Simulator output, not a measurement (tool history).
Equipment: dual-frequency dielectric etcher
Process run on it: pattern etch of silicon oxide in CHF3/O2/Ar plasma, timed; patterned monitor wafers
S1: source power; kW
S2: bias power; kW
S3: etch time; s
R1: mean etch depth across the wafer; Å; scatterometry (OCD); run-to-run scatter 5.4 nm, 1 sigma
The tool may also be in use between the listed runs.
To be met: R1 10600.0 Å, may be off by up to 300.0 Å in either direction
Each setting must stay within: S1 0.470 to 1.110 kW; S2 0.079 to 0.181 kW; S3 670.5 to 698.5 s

run    day     S1     S2     S3       R1
  1  0.000  0.790  0.130  670.5  11929.0
  2  0.108  0.730  0.126  670.5  11287.0
  3  0.221  0.700  0.125  670.5  11002.0
  4  0.600  0.700  0.107  670.5  10207.0
  5  0.788  0.650  0.107  670.5   9653.8
  6  1.083  0.650  0.107  670.5   9714.0
  7  1.338  0.680  0.108  670.5  10032.0
  8  1.408  0.760  0.112  672.0  10962.0

Exercise: of the 5 proposed moves below, exactly one satisfies all targets within the stated allowed misses. Which move is it?
  A  1.479  0.770  0.108  694.5   ?
  B  1.479  0.780  0.111  684.5   ?
  C  1.479  0.710  0.129  670.5   ?
  D  1.479  0.640  0.156  670.5   ?
  E  1.479  0.830  0.098  670.5   ?

move       R1
   A  11184.0
   B  11262.0
   C  11267.0
   D  11627.0
   E  10716.0
A: moves away from the targets compared with the last run
B: moves away from the targets compared with the last run
C: moves away from the targets compared with the last run
D: moves away from the targets compared with the last run
E: hits every target within its allowed miss
Correct choice: E, which meets every target
